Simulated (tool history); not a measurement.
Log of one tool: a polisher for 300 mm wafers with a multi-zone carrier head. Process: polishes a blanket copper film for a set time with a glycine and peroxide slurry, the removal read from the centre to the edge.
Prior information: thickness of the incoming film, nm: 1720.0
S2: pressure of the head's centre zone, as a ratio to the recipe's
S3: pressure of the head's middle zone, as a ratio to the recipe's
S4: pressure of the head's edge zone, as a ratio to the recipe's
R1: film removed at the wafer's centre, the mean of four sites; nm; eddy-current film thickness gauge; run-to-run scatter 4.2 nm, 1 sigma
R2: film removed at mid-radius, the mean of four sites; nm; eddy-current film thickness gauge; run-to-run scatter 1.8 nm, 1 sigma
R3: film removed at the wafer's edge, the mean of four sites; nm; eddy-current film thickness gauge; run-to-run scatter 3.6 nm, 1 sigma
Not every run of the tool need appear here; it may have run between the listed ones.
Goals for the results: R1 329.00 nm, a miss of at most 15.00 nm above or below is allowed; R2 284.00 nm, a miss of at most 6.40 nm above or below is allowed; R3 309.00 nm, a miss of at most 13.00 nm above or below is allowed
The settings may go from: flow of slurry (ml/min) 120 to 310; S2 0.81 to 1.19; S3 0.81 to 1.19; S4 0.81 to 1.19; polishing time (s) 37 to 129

{"run": 1, "hour": 0.0, "flow of slurry (ml/min)": 200, "S2": 1.0, "S3": 1.0, "S4": 1.0, "polishing time (s)": 83, "R1": 245.15, "R2": 244.82, "R3": 248.62}
{"run": 2, "hour": 7.9, "flow of slurry (ml/min)": 215, "S2": 1.04, "S3": 1.0, "S4": 1.04, "polishing time (s)": 85, "R1": 267.38, "R2": 252.99, "R3": 260.8}
{"run": 3, "hour": 9.7, "flow of slurry (ml/min)": 215, "S2": 1.04, "S3": 1.0, "S4": 1.04, "polishing time (s)": 78, "R1": 239.51, "R2": 229.54, "R3": 236.66}
{"run": 4, "hour": 11.6, "flow of slurry (ml/min)": 215, "S2": 1.06, "S3": 1.0, "S4": 1.07, "polishing time (s)": 83, "R1": 258.34, "R2": 246.17, "R3": 248.84}
{"run": 5, "hour": 13.7, "flow of slurry (ml/min)": 235, "S2": 1.06, "S3": 0.98, "S4": 1.06, "polishing time (s)": 87, "R1": 280.04, "R2": 259.13, "R3": 259.23}
{"run": 6, "hour": 17.0, "flow of slurry (ml/min)": 215, "S2": 1.06, "S3": 0.98, "S4": 1.06, "polishing time (s)": 87, "R1": 273.35, "R2": 254.12, "R3": 265.05}
{"run": 7, "hour": 19.4, "flow of slurry (ml/min)": 205, "S2": 1.09, "S3": 0.98, "S4": 1.06, "polishing time (s)": 90, "R1": 294.61, "R2": 261.9, "R3": 274.96}
{"run": 8, "hour": 26.6, "flow of slurry (ml/min)": 190, "S2": 1.1, "S3": 0.99, "S4": 1.06, "polishing time (s)": 92, "R1": 297.76, "R2": 265.98, "R3": 278.91}
{"run": 9, "hour": 35.4, "flow of slurry (ml/min)": 185, "S2": 1.11, "S3": 0.98, "S4": 1.07, "polishing time (s)": 94, "R1": 304.96, "R2": 269.68, "R3": 276.58}
{"run": 10, "hour": 36.4, "flow of slurry (ml/min)": 195, "S2": 1.1, "S3": 0.95, "S4": 1.07, "polishing time (s)": 96, "R1": 301.13, "R2": 272.13, "R3": 292.98}
{"run": 11, "hour": 41.2, "flow of slurry (ml/min)": 200, "S2": 1.11, "S3": 0.94, "S4": 1.07, "polishing time (s)": 97, "R1": 317.51, "R2": 274.6, "R3": 293.91}
{"run": 12, "hour": 43.2, "flow of slurry (ml/min)": 200, "S2": 1.11, "S3": 0.94, "S4": 1.07, "polishing time (s)": 97, "R1": 312.14, "R2": 271.63, "R3": 296.79}
{"run": 13, "hour": 44.1, "flow of slurry (ml/min)": 205, "S2": 1.11, "S3": 0.94, "S4": 1.07, "polishing time (s)": 98, "R1": 315.89, "R2": 279.89, "R3": 296.25}

Exactly one of the 5 candidate moves below puts every result within its allowed miss. Which one?
{"run": "A", "hour": 45.0, "flow of slurry (ml/min)": 270, "S2": 1.17, "S3": 1.02, "S4": 1.01, "polishing time (s)": 89, "R1": "?", "R2": "?", "R3": "?"}
{"run": "B", "hour": 45.0, "flow of slurry (ml/min)": 240, "S2": 1.09, "S3": 0.94, "S4": 1.09, "polishing time (s)": 99, "R1": "?", "R2": "?", "R3": "?"}
{"run": "C", "hour": 45.0, "flow of slurry (ml/min)": 190, "S2": 0.96, "S3": 0.88, "S4": 1.04, "polishing time (s)": 107, "R1": "?", "R2": "?", "R3": "?"}
{"run": "D", "hour": 45.0, "flow of slurry (ml/min)": 210, "S2": 1.05, "S3": 0.96, "S4": 1.08, "polishing time (s)": 94, "R1": "?", "R2": "?", "R3": "?"}
{"run": "E", "hour": 45.0, "flow of slurry (ml/min)": 230, "S2": 1.01, "S3": 0.95, "S4": 1.08, "polishing time (s)": 98, "R1": "?", "R2": "?", "R3": "?"}

move=A R1=321.45 R2=273.84 R3=270.80
move=B R1=328.78 R2=282.25 R3=310.55
move=C R1=304.50 R2=283.04 R3=322.44
move=D R1=296.33 R2=269.04 R3=290.56
move=E R1=300.06 R2=280.74 R3=305.01
A: moves away from the targets compared with the last run
B: all results in spec
C: moves the result that the last run missed by most past its target, out the other side
D: moves away from the targets compared with the last run
E: meets the target for the result that was furthest off, but another lies outside its allowed miss
Move B is the one to make.
